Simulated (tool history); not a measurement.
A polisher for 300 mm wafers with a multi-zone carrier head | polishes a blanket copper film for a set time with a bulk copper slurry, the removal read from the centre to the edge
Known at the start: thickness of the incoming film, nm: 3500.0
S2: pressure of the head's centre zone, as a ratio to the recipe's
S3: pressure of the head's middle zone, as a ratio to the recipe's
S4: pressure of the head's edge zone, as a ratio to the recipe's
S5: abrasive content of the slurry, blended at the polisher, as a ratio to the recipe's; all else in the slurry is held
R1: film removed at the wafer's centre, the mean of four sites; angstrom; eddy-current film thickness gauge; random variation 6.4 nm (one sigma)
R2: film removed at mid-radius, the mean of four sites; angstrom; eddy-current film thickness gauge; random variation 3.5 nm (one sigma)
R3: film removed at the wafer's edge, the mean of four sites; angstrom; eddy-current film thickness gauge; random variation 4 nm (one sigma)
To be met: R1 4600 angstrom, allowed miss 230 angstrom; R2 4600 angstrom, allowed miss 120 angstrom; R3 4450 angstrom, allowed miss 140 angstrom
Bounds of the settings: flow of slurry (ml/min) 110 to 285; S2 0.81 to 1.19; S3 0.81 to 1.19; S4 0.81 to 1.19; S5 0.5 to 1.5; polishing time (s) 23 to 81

run 1 hour=0 | flow_of_slurry_(ml/min)=180 S2=1 S3=1 S4=1 S5=1 polishing_time_(s)=52 | R1=3416.5 R2=3525.9 R3=3335.4
run 2 hour=6.6 | flow_of_slurry_(ml/min)=185 S2=1.01 S3=1.01 S4=1.02 S5=1.05 polishing_time_(s)=53 | R1=3631.7 R2=3701.8 R3=3584
run 3 hour=9.7 | flow_of_slurry_(ml/min)=195 S2=1.02 S3=1.03 S4=1.04 S5=1.05 polishing_time_(s)=53 | R1=3664.3 R2=3784.4 R3=3587.6
run 4 hour=17.8 | flow_of_slurry_(ml/min)=160 S2=1.02 S3=1.03 S4=1.04 S5=1.05 polishing_time_(s)=53 | R1=3545.4 R2=3670.8 R3=3477.8
run 5 hour=26.1 | flow_of_slurry_(ml/min)=170 S2=1.03 S3=1.04 S4=1.06 S5=1.1 polishing_time_(s)=53 | R1=3670.7 R2=3740.3 R3=3590.6
run 6 hour=29.5 | flow_of_slurry_(ml/min)=170 S2=1.11 S3=1.04 S4=1.06 S5=1.1 polishing_time_(s)=53 | R1=3765.1 R2=3701 R3=3539.6
run 7 hour=34.6 | flow_of_slurry_(ml/min)=220 S2=1.13 S3=1.08 S4=1.16 S5=1.35 polishing_time_(s)=56 | R1=4468.2 R2=4447.4 R3=4272.6
run 8 hour=39.2 | flow_of_slurry_(ml/min)=225 S2=1.13 S3=1.08 S4=1.16 S5=1.35 polishing_time_(s)=56 | R1=4384.6 R2=4477.2 R3=4254.4

5 next moves are on the table. One of them brings every result within its allowed miss. Which?
run A hour=43.8 | flow_of_slurry_(ml/min)=245 S2=1.04 S3=0.94 S4=1.19 S5=1.5 polishing_time_(s)=58 | R1=? R2=? R3=?
run B hour=43.8 | flow_of_slurry_(ml/min)=230 S2=1.17 S3=0.98 S4=1.18 S5=1.4 polishing_time_(s)=57 | R1=? R2=? R3=?
run C hour=43.8 | flow_of_slurry_(ml/min)=260 S2=1.13 S3=1.06 S4=1.19 S5=1.5 polishing_time_(s)=56 | R1=? R2=? R3=?
run D hour=43.8 | flow_of_slurry_(ml/min)=210 S2=1.19 S3=1.1 S4=1.12 S5=1.5 polishing_time_(s)=54 | R1=? R2=? R3=?
run E hour=43.8 | flow_of_slurry_(ml/min)=240 S2=1.19 S3=1.09 S4=1.08 S5=1.5 polishing_time_(s)=55 | R1=? R2=? R3=?

move=A R1=4492.8 R2=4335.2 R3=4735.4
move=B R1=4629.8 R2=4306.4 R3=4531.4
move=C R1=4601.6 R2=4664.1 R3=4589.3
move=D R1=4443.9 R2=4514.1 R3=4202.1
move=E R1=4618.4 R2=4646 R3=4262.6
A: takes the result that was furthest off past its target
B: brings the result that was furthest off to its target, and leaves another outside
C: meets every target
D: further off than the last run
E: as far off as the last run
Answer: C

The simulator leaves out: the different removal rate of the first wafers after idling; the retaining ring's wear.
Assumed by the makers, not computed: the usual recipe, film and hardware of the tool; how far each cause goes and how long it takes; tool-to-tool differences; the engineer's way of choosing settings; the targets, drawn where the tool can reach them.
